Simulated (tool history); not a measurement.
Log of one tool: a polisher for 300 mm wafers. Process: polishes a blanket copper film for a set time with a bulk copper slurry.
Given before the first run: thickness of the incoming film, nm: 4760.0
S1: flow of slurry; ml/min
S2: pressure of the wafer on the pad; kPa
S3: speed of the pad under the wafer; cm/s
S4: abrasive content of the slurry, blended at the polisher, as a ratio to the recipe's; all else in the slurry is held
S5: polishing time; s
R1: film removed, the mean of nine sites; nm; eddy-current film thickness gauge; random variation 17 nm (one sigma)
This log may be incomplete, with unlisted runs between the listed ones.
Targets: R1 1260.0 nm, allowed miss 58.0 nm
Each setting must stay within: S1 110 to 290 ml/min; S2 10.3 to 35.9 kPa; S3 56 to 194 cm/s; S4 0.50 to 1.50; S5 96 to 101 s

run,hour,S1,S2,S3,S4,S5,R1
1,0.0,185,22.8,124,1.00,96,1434.5
2,7.2,185,22.1,124,1.00,96,1401.3
3,14.9,225,22.1,124,1.00,96,1453.9
4,21.5,225,22.1,144,1.00,96,1610.7
5,29.8,225,21.4,144,1.00,96,1628.6
6,37.7,225,20.7,144,1.00,96,1553.4
7,39.9,225,20.0,144,1.00,96,1499.2
# hour 42.6: slurry nozzle cleaned
8,42.6,225,19.3,144,1.00,96,1591.3

Which of these 5 next moves meets every target?
A,45.3,165,20.7,98,0.80,96,?
B,45.3,225,18.6,108,1.10,96,?
C,45.3,230,13.8,118,1.05,96,?
D,45.3,220,21.4,114,1.00,96,?
E,45.3,210,15.9,142,1.10,100,?

move,R1
A,1152.0
B,1289.4
C,1129.8
D,1434.9
E,1465.0
A: moves the result that the last run missed by most past its target, out the other side
B: every result lands within tolerance
C: moves the result that the last run missed by most past its target, out the other side
D: gains on the last run, yet a result remains outside its allowed miss
E: gains on the last run, yet a result remains outside its allowed miss
So the answer is move B, the one that meets all the targets.
